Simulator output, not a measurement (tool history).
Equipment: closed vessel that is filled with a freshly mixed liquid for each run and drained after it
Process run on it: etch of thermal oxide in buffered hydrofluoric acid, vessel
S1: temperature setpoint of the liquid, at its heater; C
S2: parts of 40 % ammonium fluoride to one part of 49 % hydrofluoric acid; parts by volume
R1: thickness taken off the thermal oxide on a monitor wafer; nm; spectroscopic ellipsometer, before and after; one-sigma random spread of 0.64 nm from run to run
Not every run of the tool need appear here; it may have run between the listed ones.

Run 1, hour 0: S1 22 C, S2 20.5 parts by volume, time in the liquid (s) 105. Result: R1 51.08 nm.
Run 2, hour 3.5: S1 19 C, S2 20.5 parts by volume, time in the liquid (s) 105. Result: R1 42.857 nm.
Run 3, hour 5.4: S1 19 C, S2 25.5 parts by volume, time in the liquid (s) 105. Result: R1 37.402 nm.
Run 4, hour 13: S1 21.5 C, S2 25.5 parts by volume, time in the liquid (s) 105. Result: R1 42.543 nm.
Run 5, hour 18.1: S1 21.5 C, S2 25.5 parts by volume, time in the liquid (s) 105. Result: R1 42.355 nm.
Run 6, hour 22.8: S1 19 C, S2 25.5 parts by volume, time in the liquid (s) 105. Result: R1 36.792 nm.
Run 7, hour 29.5: S1 21 C, S2 25.5 parts by volume, time in the liquid (s) 105. Result: R1 40.976 nm.
Run 8, hour 34.6: S1 22.5 C, S2 25.5 parts by volume, time in the liquid (s) 105. Result: R1 45.076 nm.
Run 9, hour 43.3: S1 23.5 C, S2 25.5 parts by volume, time in the liquid (s) 105. Result: R1 47.314 nm.
Run 10, hour 44.3: S1 24.5 C, S2 25.5 parts by volume, time in the liquid (s) 105. Result: R1 49.784 nm.
Run 11, hour 51: S1 25.5 C, S2 25.5 parts by volume, time in the liquid (s) 105. Result: R1 53.834 nm.
Run 12, hour 56.4: S1 26 C, S2 25.5 parts by volume, time in the liquid (s) 105. Result: R1 55.033 nm.
Run 13, hour 64.9: S1 26.5 C, S2 25.5 parts by volume, time in the liquid (s) 105. Result: R1 56.23 nm.

Run 14 comes next. What will it give?
Run 14, hour 72.6: S1 27 C, S2 25.5 parts by volume, time in the liquid (s) 105. Result: R1 ?.

Run 14 produced R1 57.595 nm.
